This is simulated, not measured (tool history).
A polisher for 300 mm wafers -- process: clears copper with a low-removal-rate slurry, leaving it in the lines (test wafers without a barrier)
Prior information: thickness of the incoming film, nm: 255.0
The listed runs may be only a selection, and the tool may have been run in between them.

run	hour	flow of slurry (ml/min)	pressure of the wafer on the pad (kPa)	speed of the pad under the wafer (cm/s)	abrasive content of the slurry	overpolish time after the end point (s)	time until the end point was called (s)	dishing of a wide line in a test structure (nm)
1	0.0	220	20.7	104	1.0	23	78.376	35.235
2	1.2	220	19.3	104	1.0	19	80.659	29.288
3	3.4	220	17.2	104	1.0	17	91.210	23.972
4	11.0	220	17.2	90	1.0	17	105.540	21.748
5	11.8	240	17.2	90	1.0	17	102.380	22.327
# hour 16.6: slurry blender recalibrated
6	16.6	245	17.2	92	1.0	15	92.709	21.985
7	25.0	220	15.9	92	1.0	12	96.872	16.733

Forecast run 8:
8	33.5	235	15.9	92	1.0	12	?	?

{"run 8": {"time until the end point was called (s)": 101.25, "dishing of a wide line in a test structure (nm)": 16.839}}
